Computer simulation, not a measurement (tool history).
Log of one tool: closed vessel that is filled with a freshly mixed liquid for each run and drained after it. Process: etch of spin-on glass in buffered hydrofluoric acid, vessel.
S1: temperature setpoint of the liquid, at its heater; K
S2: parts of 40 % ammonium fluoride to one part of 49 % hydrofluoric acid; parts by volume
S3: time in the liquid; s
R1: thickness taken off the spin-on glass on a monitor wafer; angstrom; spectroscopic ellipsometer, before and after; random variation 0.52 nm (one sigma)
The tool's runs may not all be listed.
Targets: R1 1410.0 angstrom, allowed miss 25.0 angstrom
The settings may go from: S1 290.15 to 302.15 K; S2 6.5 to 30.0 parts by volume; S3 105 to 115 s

{"run": 1, "hour": 0.0, "S1": 294.15, "S2": 18.5, "S3": 105, "R1": 2491.0}
{"run": 2, "hour": 4.3, "S1": 294.15, "S2": 15.0, "S3": 105, "R1": 3062.6}
{"run": 3, "hour": 6.1, "S1": 294.15, "S2": 15.0, "S3": 115, "R1": 3343.6}
{"run": 4, "hour": 8.8, "S1": 294.15, "S2": 13.0, "S3": 115, "R1": 3826.4}
{"run": 5, "hour": 15.6, "S1": 294.15, "S2": 16.5, "S3": 115, "R1": 3030.2}
{"run": 6, "hour": 22.5, "S1": 294.15, "S2": 14.5, "S3": 115, "R1": 3460.7}
{"run": 7, "hour": 28.8, "S1": 292.65, "S2": 18.5, "S3": 115, "R1": 2514.4}
{"hour": 36.7, "done": "thermometer replaced"}
{"run": 8, "hour": 36.7, "S1": 291.65, "S2": 21.0, "S3": 115, "R1": 1983.2}
{"run": 9, "hour": 39.5, "S1": 291.15, "S2": 22.5, "S3": 115, "R1": 1829.4}
{"run": 10, "hour": 42.2, "S1": 290.15, "S2": 28.0, "S3": 115, "R1": 1487.3}
{"run": 11, "hour": 42.9, "S1": 290.15, "S2": 28.5, "S3": 115, "R1": 1460.6}

5 next moves are on the table. One of them brings every result within its allowed miss. Which?
{"run": "A", "hour": 43.6, "S1": 290.65, "S2": 30.0, "S3": 115, "R1": "?"}
{"run": "B", "hour": 43.6, "S1": 290.15, "S2": 29.0, "S3": 115, "R1": "?"}
{"run": "C", "hour": 43.6, "S1": 291.65, "S2": 29.0, "S3": 110, "R1": "?"}
{"run": "D", "hour": 43.6, "S1": 290.65, "S2": 29.5, "S3": 110, "R1": "?"}
{"run": "E", "hour": 43.6, "S1": 290.15, "S2": 26.5, "S3": 110, "R1": "?"}

move=A R1=1461.1
move=B R1=1453.5
move=C R1=1514.8
move=D R1=1413.9
move=E R1=1480.0
A: as far off as the last run
B: nearer than the last run, and not there yet
C: further off than the last run
D: meets every target
E: further off than the last run
Answer: D

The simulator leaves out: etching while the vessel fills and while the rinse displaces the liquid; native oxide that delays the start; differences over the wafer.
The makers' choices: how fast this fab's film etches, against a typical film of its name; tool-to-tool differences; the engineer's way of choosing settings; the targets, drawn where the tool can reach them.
